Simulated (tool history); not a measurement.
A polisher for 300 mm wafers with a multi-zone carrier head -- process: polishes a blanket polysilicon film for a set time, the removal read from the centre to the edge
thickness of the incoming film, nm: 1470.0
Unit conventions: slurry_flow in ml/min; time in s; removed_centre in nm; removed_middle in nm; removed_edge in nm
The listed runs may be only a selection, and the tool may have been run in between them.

{"run": 1, "hour": 0.0, "slurry_flow": 140, "centre_zone": 1.0, "middle_zone": 1.0, "edge_zone": 1.0, "time": 44, "removed_centre": 275.23, "removed_middle": 284.52, "removed_edge": 270.48}
{"run": 2, "hour": 1.4, "slurry_flow": 140, "centre_zone": 1.0, "middle_zone": 0.95, "edge_zone": 1.0, "time": 44, "removed_centre": 274.35, "removed_middle": 267.92, "removed_edge": 271.61}
{"run": 3, "hour": 3.9, "slurry_flow": 175, "centre_zone": 1.0, "middle_zone": 0.95, "edge_zone": 1.0, "time": 44, "removed_centre": 283.71, "removed_middle": 279.76, "removed_edge": 279.65}
{"run": 4, "hour": 7.2, "slurry_flow": 175, "centre_zone": 1.0, "middle_zone": 0.95, "edge_zone": 0.96, "time": 44, "removed_centre": 289.53, "removed_middle": 281.44, "removed_edge": 278.29}
{"run": 5, "hour": 13.5, "slurry_flow": 175, "centre_zone": 1.01, "middle_zone": 0.96, "edge_zone": 0.98, "time": 46, "removed_centre": 303.54, "removed_middle": 294.31, "removed_edge": 286.89}
{"run": 6, "hour": 15.7, "slurry_flow": 205, "centre_zone": 1.01, "middle_zone": 0.96, "edge_zone": 0.98, "time": 46, "removed_centre": 310.12, "removed_middle": 299.57, "removed_edge": 298.4}
{"run": 7, "hour": 21.9, "slurry_flow": 205, "centre_zone": 1.02, "middle_zone": 0.97, "edge_zone": 0.99, "time": 47, "removed_centre": 322.04, "removed_middle": 312.63, "removed_edge": 303.04}

Forecast run 8:
{"run": 8, "hour": 25.0, "slurry_flow": 190, "centre_zone": 1.05, "middle_zone": 0.98, "edge_zone": 1.09, "time": 59, "removed_centre": "?", "removed_middle": "?", "removed_edge": "?"}

removed_centre: 402.67 nm
removed_middle: 387.27 nm
removed_edge: 386.34 nm
